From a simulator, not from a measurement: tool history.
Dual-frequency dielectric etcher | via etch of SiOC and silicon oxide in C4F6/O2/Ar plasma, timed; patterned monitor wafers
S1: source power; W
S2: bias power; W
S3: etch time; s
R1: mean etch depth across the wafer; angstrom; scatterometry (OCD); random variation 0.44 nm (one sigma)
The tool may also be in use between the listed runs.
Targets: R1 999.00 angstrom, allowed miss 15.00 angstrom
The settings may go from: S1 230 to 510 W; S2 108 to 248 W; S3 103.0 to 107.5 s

{"run": 1, "hour": 0.0, "S1": 370, "S2": 178, "S3": 103.0, "R1": 1105.6}
{"run": 2, "hour": 5.0, "S1": 390, "S2": 178, "S3": 103.0, "R1": 1157.9}
{"run": 3, "hour": 13.8, "S1": 390, "S2": 178, "S3": 107.5, "R1": 1203.7}
{"run": 4, "hour": 22.1, "S1": 430, "S2": 178, "S3": 107.5, "R1": 1256.0}
{"run": 5, "hour": 28.0, "S1": 430, "S2": 164, "S3": 107.5, "R1": 1220.5}
{"run": 6, "hour": 34.2, "S1": 430, "S2": 195, "S3": 107.5, "R1": 1307.6}
{"run": 7, "hour": 38.5, "S1": 430, "S2": 195, "S3": 107.5, "R1": 1315.0}
{"run": 8, "hour": 39.1, "S1": 360, "S2": 160, "S3": 106.5, "R1": 1080.1}
{"run": 9, "hour": 40.8, "S1": 360, "S2": 160, "S3": 106.5, "R1": 1082.1}
{"run": 10, "hour": 41.8, "S1": 350, "S2": 160, "S3": 106.5, "R1": 1066.1}

4 next moves are on the table. One of them brings every result within its allowed miss. Which?
{"run": "A", "hour": 42.8, "S1": 320, "S2": 143, "S3": 106.0, "R1": "?"}
{"run": "B", "hour": 42.8, "S1": 330, "S2": 147, "S3": 107.5, "R1": "?"}
{"run": "C", "hour": 42.8, "S1": 290, "S2": 158, "S3": 107.5, "R1": "?"}
{"run": "D", "hour": 42.8, "S1": 340, "S2": 157, "S3": 105.0, "R1": "?"}

move=A R1=959.81
move=B R1=1004.30
move=C R1=953.70
move=D R1=1027.90
A: takes the result that was furthest off past its target
B: meets every target
C: takes the result that was furthest off past its target
D: nearer than the last run, and not there yet
The right move is B.
